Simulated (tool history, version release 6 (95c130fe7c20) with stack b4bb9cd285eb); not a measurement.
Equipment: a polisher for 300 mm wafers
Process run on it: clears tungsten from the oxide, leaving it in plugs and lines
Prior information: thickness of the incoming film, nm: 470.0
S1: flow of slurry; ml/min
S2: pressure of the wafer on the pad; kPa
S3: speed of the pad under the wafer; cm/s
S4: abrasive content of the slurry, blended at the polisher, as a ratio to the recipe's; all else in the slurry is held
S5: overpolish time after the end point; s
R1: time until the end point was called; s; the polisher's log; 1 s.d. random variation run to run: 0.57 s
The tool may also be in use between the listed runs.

| run | hour | S1 | S2 | S3 | S4 | S5 | R1 |
|---|---|---|---|---|---|---|---|
| 1 | 0 | 230 | 33.1 | 138 | 1 | 22 | 52.537 |
| 2 | 1.6 | 230 | 33.1 | 138 | 1.15 | 22 | 50.303 |
| 3 | 5.5 | 230 | 33.1 | 138 | 0.95 | 22 | 52.002 |
| 4 | 10.4 | 230 | 33.1 | 138 | 0.75 | 22 | 56.179 |
| 5 | 17.1 | 230 | 40.7 | 138 | 0.75 | 22 | 47.238 |
| 6 | 21.5 | 230 | 42.1 | 138 | 0.75 | 22 | 46.624 |
| 7 | 24 | 230 | 43.4 | 138 | 0.75 | 22 | 46.054 |

Run 8 comes next. What will it give?
| 8 | 29.3 | 230 | 44.8 | 138 | 0.75 | 22 | ? |

Run 8 measured R1 43.988 s.
